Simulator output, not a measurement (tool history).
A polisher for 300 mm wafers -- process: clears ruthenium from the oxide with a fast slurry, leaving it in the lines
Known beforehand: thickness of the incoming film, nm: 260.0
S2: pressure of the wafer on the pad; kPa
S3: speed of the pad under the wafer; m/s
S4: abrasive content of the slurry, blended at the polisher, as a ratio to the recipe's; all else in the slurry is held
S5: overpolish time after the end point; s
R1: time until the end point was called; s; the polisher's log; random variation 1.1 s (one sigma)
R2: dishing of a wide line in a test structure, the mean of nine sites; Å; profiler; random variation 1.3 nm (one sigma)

Run 1, day 0: flow of slurry (ml/min) 310, S2 23.4 kPa, S3 0.76 m/s, S4 1, S5 22 s. Result: R1 87.928 s, R2 480.49 Å.
Run 2, day 0.2: flow of slurry (ml/min) 310, S2 23.4 kPa, S3 0.76 m/s, S4 1, S5 27 s. Result: R1 91.799 s, R2 572.81 Å.
Run 3, day 0.471: flow of slurry (ml/min) 310, S2 24.8 kPa, S3 0.76 m/s, S4 1, S5 28 s. Result: R1 84.269 s, R2 597.26 Å.
Run 4, day 0.696: flow of slurry (ml/min) 310, S2 25.5 kPa, S3 0.76 m/s, S4 1, S5 29 s. Result: R1 79.813 s, R2 632.6 Å.
Run 5, day 0.988: flow of slurry (ml/min) 250, S2 25.5 kPa, S3 0.76 m/s, S4 1, S5 29 s. Result: R1 84.858 s, R2 624.48 Å.
Run 6, day 1.033: flow of slurry (ml/min) 250, S2 25.5 kPa, S3 0.76 m/s, S4 1, S5 34 s. Result: R1 82.024 s, R2 711.94 Å.
Run 7, day 1.175: flow of slurry (ml/min) 250, S2 26.2 kPa, S3 0.76 m/s, S4 1, S5 34 s. Result: R1 78.721 s, R2 734.41 Å.
Run 8, day 1.338: flow of slurry (ml/min) 250, S2 26.9 kPa, S3 0.76 m/s, S4 1, S5 34 s. Result: R1 79.507 s, R2 734.73 Å.
Run 9, day 1.633: flow of slurry (ml/min) 250, S2 27.6 kPa, S3 0.76 m/s, S4 1, S5 34 s. Result: R1 77.745 s, R2 741.29 Å.

What will run 10 give?
Run 10, day 1.921: flow of slurry (ml/min) 250, S2 28.3 kPa, S3 0.76 m/s, S4 1, S5 34 s. Result: R1 ?, R2 ?.

R1: 74.45 s
R2: 765.21 Å

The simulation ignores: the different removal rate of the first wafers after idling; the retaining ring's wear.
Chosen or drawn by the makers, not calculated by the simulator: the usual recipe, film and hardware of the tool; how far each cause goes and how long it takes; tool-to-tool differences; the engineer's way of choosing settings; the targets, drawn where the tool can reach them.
